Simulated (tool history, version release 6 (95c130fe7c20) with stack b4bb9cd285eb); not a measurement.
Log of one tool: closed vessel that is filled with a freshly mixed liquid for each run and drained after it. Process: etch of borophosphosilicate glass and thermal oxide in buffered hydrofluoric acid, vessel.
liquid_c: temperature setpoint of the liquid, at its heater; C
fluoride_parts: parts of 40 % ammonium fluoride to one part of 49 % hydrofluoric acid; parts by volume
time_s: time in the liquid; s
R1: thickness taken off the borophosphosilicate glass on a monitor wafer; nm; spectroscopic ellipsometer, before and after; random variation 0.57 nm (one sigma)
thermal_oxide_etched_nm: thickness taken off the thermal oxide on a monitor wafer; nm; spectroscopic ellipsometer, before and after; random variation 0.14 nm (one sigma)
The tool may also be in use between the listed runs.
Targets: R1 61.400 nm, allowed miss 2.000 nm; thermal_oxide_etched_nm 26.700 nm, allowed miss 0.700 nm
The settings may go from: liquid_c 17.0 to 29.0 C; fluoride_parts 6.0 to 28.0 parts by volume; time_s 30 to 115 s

Run 1, hour 0.0: liquid_c 21.0 C, fluoride_parts 17.0 parts by volume, time_s 60 s. Result: R1 87.188 nm, thermal_oxide_etched_nm 38.048 nm.
Run 2, hour 8.1: liquid_c 21.0 C, fluoride_parts 21.0 parts by volume, time_s 60 s. Result: R1 71.418 nm, thermal_oxide_etched_nm 31.082 nm.
Run 3, hour 14.5: liquid_c 21.0 C, fluoride_parts 25.0 parts by volume, time_s 60 s. Result: R1 63.333 nm, thermal_oxide_etched_nm 27.508 nm.
Run 4, hour 17.3: liquid_c 18.5 C, fluoride_parts 25.0 parts by volume, time_s 60 s. Result: R1 54.499 nm, thermal_oxide_etched_nm 23.989 nm.
Run 5, hour 18.7: liquid_c 17.0 C, fluoride_parts 25.0 parts by volume, time_s 60 s. Result: R1 50.002 nm, thermal_oxide_etched_nm 22.020 nm.
Run 6, hour 19.8: liquid_c 17.0 C, fluoride_parts 28.0 parts by volume, time_s 60 s. Result: R1 46.455 nm, thermal_oxide_etched_nm 20.451 nm.
Run 7, hour 22.1: liquid_c 18.5 C, fluoride_parts 28.0 parts by volume, time_s 60 s. Result: R1 50.885 nm, thermal_oxide_etched_nm 22.085 nm.
Run 8, hour 25.5: liquid_c 19.5 C, fluoride_parts 27.5 parts by volume, time_s 60 s. Result: R1 53.741 nm, thermal_oxide_etched_nm 23.840 nm.
Run 9, hour 28.9: liquid_c 20.0 C, fluoride_parts 27.0 parts by volume, time_s 60 s. Result: R1 56.492 nm, thermal_oxide_etched_nm 24.963 nm.
Run 10, hour 30.4: liquid_c 20.5 C, fluoride_parts 27.0 parts by volume, time_s 60 s. Result: R1 57.895 nm, thermal_oxide_etched_nm 25.549 nm.

Which of these 4 next moves meets every target?
Run A, hour 31.9: liquid_c 19.5 C, fluoride_parts 19.5 parts by volume, time_s 50 s. Result: R1 ?, thermal_oxide_etched_nm ?.
Run B, hour 31.9: liquid_c 19.0 C, fluoride_parts 25.0 parts by volume, time_s 65 s. Result: R1 ?, thermal_oxide_etched_nm ?.
Run C, hour 31.9: liquid_c 22.0 C, fluoride_parts 21.5 parts by volume, time_s 45 s. Result: R1 ?, thermal_oxide_etched_nm ?.
Run D, hour 31.9: liquid_c 20.0 C, fluoride_parts 24.5 parts by volume, time_s 55 s. Result: R1 ?, thermal_oxide_etched_nm ?.

move      R1  thermal_oxide_etched_nm
   A  57.597                   25.196
   B  60.866                   26.637
   C  55.114                   24.150
   D  55.185                   24.163
A: further off than the last run
B: meets every target
C: further off than the last run
D: further off than the last run
Move B is the one to make.
